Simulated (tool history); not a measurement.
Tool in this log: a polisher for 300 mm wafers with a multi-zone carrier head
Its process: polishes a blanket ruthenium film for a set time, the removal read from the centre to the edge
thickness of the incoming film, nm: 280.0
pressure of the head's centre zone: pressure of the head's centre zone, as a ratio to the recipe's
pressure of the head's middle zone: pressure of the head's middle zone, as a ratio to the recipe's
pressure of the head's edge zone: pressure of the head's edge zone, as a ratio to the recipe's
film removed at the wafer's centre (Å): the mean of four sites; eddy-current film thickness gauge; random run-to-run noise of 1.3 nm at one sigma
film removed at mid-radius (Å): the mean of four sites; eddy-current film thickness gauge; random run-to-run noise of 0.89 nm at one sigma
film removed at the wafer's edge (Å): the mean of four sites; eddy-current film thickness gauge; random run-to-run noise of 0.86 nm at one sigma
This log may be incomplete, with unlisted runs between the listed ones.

| run | hour | flow of slurry (ml/min) | pressure of the head's centre zone | pressure of the head's middle zone | pressure of the head's edge zone | polishing time (s) | film removed at the wafer's centre (Å) | film removed at mid-radius (Å) | film removed at the wafer's edge (Å) |
|---|---|---|---|---|---|---|---|---|---|
| 1 | 0.0 | 270 | 1.00 | 1.00 | 1.00 | 61 | 1061.4 | 1066.2 | 1090.5 |
| 2 | 2.8 | 270 | 1.00 | 0.96 | 1.00 | 61 | 1043.7 | 1032.4 | 1084.6 |
| 3 | 9.6 | 270 | 1.00 | 0.96 | 1.00 | 74 | 1302.2 | 1238.7 | 1304.3 |
| 4 | 17.3 | 260 | 1.01 | 0.93 | 1.00 | 74 | 1262.6 | 1201.1 | 1307.0 |
| 5 | 22.7 | 260 | 1.01 | 0.93 | 1.00 | 87 | 1493.3 | 1417.2 | 1548.4 |
| 6 | 26.6 | 250 | 1.03 | 0.90 | 0.97 | 85 | 1470.3 | 1333.7 | 1492.3 |
| 7 | 32.3 | 245 | 1.04 | 0.88 | 0.94 | 83 | 1446.5 | 1276.5 | 1431.3 |

Run 8 comes next. What will it give?
| 8 | 39.3 | 235 | 1.04 | 0.86 | 0.91 | 82 | ? | ? | ? |

Run 8 gave film removed at the wafer's centre (Å) 1411.6, film removed at mid-radius (Å) 1238.6, film removed at the wafer's edge (Å) 1378.5.
